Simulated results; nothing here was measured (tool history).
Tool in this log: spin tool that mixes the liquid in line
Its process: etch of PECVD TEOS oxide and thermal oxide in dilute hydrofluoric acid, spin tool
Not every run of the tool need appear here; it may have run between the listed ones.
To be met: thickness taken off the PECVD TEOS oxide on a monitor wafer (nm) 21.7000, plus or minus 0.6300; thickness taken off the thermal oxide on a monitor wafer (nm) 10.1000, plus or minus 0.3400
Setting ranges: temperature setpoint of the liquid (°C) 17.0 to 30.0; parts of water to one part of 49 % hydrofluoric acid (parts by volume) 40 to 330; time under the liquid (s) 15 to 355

run,hour,temperature setpoint of the liquid (°C),parts of water to one part of 49 % hydrofluoric acid (parts by volume),time under the liquid (s),thickness taken off the PECVD TEOS oxide on a monitor wafer (nm),thickness taken off the thermal oxide on a monitor wafer (nm)
1,0.0,22.0,185,180,8.0482,3.6846
2,5.8,24.0,155,180,10.5710,4.9237
3,11.1,24.0,210,180,7.4855,3.3709
4,16.8,25.5,175,180,9.7247,4.5912
5,24.5,25.5,150,180,11.5060,5.4108
6,31.6,27.5,150,180,12.5250,5.8225
7,33.5,28.0,130,180,15.3310,7.0992
8,42.1,28.5,120,180,17.0870,7.7985
9,43.6,28.5,120,180,17.0140,7.8813
10,46.5,29.0,115,180,18.1790,8.3414
11,55.2,30.0,85,180,26.8120,12.2250
12,61.0,28.5,85,180,24.8330,11.5990
13,69.0,28.0,85,180,24.5810,11.4900
14,75.2,27.5,85,180,24.0110,11.1280
15,83.6,26.5,85,180,23.1910,10.8460
16,87.1,26.0,85,180,22.6280,10.4910
17,95.7,25.5,85,180,22.4110,10.5390

Which of these 4 next moves meets every target?
A,104.3,26.5,95,210,?,?
B,104.3,23.5,75,175,?,?
C,104.3,26.5,80,170,?,?
D,104.3,28.5,95,175,?,?

move,thickness taken off the PECVD TEOS oxide on a monitor wafer (nm),thickness taken off the thermal oxide on a monitor wafer (nm)
A,23.6810,11.0720
B,22.7070,10.6160
C,23.2060,10.8490
D,21.3400,9.9771
A: its largest miss is bigger than the last run's
B: its largest miss is bigger than the last run's
C: its largest miss is bigger than the last run's
D: each result inside its tolerance
Answer: D

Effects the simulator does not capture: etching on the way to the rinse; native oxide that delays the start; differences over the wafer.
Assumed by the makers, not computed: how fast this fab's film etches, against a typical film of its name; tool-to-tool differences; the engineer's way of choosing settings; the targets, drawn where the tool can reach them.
